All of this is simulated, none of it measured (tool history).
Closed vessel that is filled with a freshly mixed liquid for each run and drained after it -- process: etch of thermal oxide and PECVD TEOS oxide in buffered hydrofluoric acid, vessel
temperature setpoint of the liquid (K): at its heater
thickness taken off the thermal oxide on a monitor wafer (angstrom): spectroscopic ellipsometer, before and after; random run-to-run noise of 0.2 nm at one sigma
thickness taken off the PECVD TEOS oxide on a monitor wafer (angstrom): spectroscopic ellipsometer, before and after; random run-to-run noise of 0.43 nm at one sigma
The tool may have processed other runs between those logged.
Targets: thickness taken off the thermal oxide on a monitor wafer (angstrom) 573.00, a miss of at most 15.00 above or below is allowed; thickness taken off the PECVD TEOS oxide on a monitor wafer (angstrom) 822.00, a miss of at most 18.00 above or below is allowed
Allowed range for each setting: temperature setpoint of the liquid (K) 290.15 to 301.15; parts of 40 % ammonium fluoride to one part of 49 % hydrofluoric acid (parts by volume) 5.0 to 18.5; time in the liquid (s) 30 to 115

run	day	temperature setpoint of the liquid (K)	parts of 40 % ammonium fluoride to one part of 49 % hydrofluoric acid (parts by volume)	time in the liquid (s)	thickness taken off the thermal oxide on a monitor wafer (angstrom)	thickness taken off the PECVD TEOS oxide on a monitor wafer (angstrom)
1	0.000	293.15	11.5	60	447.86	640.64
2	0.162	293.15	11.5	45	336.02	481.56
3	0.408	295.65	11.0	45	401.12	572.34
4	0.546	295.65	11.0	30	268.92	385.52
5	0.800	297.15	9.0	30	338.32	485.33
6	0.912	297.15	9.0	30	342.26	494.26
7	1.250	298.15	8.0	30	411.33	585.18
8	1.488	299.15	7.5	30	461.47	662.26

Which one of the following 4 next-run settings gets every result inside its allowed miss? There is exactly one.
A	1.725	296.15	6.5	40	?	?
B	1.725	290.15	10.5	90	?	?
C	1.725	300.15	8.5	40	?	?
D	1.725	301.15	6.0	30	?	?

move	thickness taken off the thermal oxide on a monitor wafer (angstrom)	thickness taken off the PECVD TEOS oxide on a monitor wafer (angstrom)
A	604.02	866.84
B	619.18	888.60
C	570.11	818.17
D	635.60	912.17
A: takes the result that was furthest off past its target
B: takes the result that was furthest off past its target
C: hits every target within its allowed miss
D: takes the result that was furthest off past its target
C meets every target.

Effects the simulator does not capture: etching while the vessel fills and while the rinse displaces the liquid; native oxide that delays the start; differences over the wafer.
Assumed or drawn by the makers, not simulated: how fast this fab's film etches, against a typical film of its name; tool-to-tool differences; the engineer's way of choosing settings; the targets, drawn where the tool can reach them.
